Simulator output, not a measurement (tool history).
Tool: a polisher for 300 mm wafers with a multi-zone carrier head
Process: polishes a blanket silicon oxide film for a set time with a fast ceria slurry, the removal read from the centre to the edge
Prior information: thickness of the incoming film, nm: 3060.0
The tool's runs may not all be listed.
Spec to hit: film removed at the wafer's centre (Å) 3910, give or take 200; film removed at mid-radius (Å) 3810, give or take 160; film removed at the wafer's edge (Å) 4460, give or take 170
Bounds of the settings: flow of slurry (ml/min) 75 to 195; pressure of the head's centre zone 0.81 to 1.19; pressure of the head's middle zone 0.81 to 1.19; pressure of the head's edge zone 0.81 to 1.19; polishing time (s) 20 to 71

run,day,flow of slurry (ml/min),pressure of the head's centre zone,pressure of the head's middle zone,pressure of the head's edge zone,polishing time (s),film removed at the wafer's centre (Å),film removed at mid-radius (Å),film removed at the wafer's edge (Å)
1,0,125,1,1,1,45,6866.1,6972.8,6829.4
2,0.167,125,0.96,1,1,45,6349.6,6826.4,6903
3,0.308,125,0.92,1,1,45,6274.5,6885,6757.8
4,0.662,115,0.91,0.96,1,41,5398.6,5939.2,6156.2
5,0.796,110,0.92,0.93,0.99,38,5016.9,5114.1,5609.4
6,1.071,105,0.91,0.91,0.96,37,4836.5,4939.5,5483.8
7,1.288,105,0.91,0.9,0.95,35,4566.7,4694.4,5055.7
8,1.312,100,0.91,0.88,0.94,34,4272.3,4356.6,4768.6
9,1.533,95,0.91,0.87,0.94,34,4258,4228.7,4751.2
10,1.829,90,0.91,0.86,0.94,34,3976.8,4066.3,4715.3
11,2.046,90,0.92,0.86,0.93,34,4179.1,4106,4686.8
12,2.221,80,0.9,0.82,0.91,32,3654.6,3559.8,4227.6
13,2.479,85,0.9,0.82,0.91,32,3793.2,3684.5,4316.8

Next run, 5 choices. One meets every target within its allowed miss, the rest don't. Which?
A,2.738,80,0.92,0.81,0.9,32,?,?,?
B,2.738,105,0.91,0.86,0.86,29,?,?,?
C,2.738,130,0.83,0.84,0.91,28,?,?,?
D,2.738,75,0.9,0.83,0.87,33,?,?,?
E,2.738,90,0.91,0.83,0.93,32,?,?,?

move,film removed at the wafer's centre (Å),film removed at mid-radius (Å),film removed at the wafer's edge (Å)
A,3705.8,3534.9,4231.6
B,3723.7,3711.8,4004.6
C,3499.3,3725.6,4130.5
D,3615.1,3614.9,4219.3
E,3870.1,3777.5,4426.2
A: misses by more than the last run did
B: misses by more than the last run did
C: misses by more than the last run did
D: misses by more than the last run did
E: each result inside its tolerance
Answer: E

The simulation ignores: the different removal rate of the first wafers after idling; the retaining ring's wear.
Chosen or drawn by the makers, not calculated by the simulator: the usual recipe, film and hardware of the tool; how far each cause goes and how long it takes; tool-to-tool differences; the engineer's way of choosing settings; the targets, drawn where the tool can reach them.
